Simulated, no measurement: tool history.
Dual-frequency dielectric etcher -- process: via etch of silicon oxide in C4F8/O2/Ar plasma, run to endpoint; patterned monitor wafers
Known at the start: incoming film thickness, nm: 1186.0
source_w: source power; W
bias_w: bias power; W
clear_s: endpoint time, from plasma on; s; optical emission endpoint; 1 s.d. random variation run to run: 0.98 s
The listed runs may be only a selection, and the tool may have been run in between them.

{"run": 1, "day": 0.0, "source_w": 1540, "bias_w": 2470, "clear_s": 239.59}
{"run": 2, "day": 0.333, "source_w": 1540, "bias_w": 2890, "clear_s": 230.52}
{"run": 3, "day": 0.517, "source_w": 1670, "bias_w": 2890, "clear_s": 223.38}
{"run": 4, "day": 0.646, "source_w": 1470, "bias_w": 2890, "clear_s": 235.85}
{"run": 5, "day": 0.696, "source_w": 1320, "bias_w": 2890, "clear_s": 245.92}
{"run": 6, "day": 0.8, "source_w": 1320, "bias_w": 3099, "clear_s": 240.97}

Expected results for the next run?
{"run": 7, "day": 0.958, "source_w": 1200, "bias_w": 2959, "clear_s": "?"}

Logged for run 7: clear_s 255.08 s.
